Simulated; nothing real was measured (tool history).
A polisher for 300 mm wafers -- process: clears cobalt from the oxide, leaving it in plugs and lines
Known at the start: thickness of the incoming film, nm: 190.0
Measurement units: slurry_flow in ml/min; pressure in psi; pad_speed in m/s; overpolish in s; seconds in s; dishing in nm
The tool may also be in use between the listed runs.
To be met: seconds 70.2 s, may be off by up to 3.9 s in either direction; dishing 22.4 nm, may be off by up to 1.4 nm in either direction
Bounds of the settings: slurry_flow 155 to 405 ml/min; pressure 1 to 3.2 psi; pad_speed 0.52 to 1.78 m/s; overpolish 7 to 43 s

run	hour	slurry_flow	pressure	pad_speed	overpolish	seconds	dishing
1	0	260	2.1	1.14	22	36.361	50.328
2	6.3	255	1.9	1.06	18	41.634	44.703
3	15	260	1.7	0.98	15	49.581	36.178
4	18.1	295	1.7	0.98	15	50.689	35.626
5	22.9	295	1.7	1.16	15	43.309	38.675
6	29.1	295	1.7	1.16	7	43.161	22.918
7	33.7	295	1.5	1.12	7	50.613	20.827
8	34.7	295	1.4	1.08	8	55.242	20.94
9	40.1	295	1	1.02	16	81.712	27.151
10	41.5	295	1	1.04	15	79.038	26.603
11	48.9	295	1	1.06	14	75.718	24.636
12	55.7	295	1	1.08	13	74.451	24.557
13	62	295	1	1.08	12	76.084	22.513

Which one of the following 4 next-run settings gets every result inside its allowed miss? There is exactly one.
A	68.3	305	1	1.02	12	?	?
B	68.3	290	1	0.96	13	?	?
C	68.3	300	1.1	1.1	11	?	?
D	68.3	315	1	1.02	13	?	?

move	seconds	dishing
A	82.173	21.172
B	86.755	21.624
C	70.791	22.238
D	81.882	22.641
A: its largest miss is bigger than the last run's
B: its largest miss is bigger than the last run's
C: all results in spec
D: its largest miss is bigger than the last run's
So the answer is move C, the one that meets all the targets.
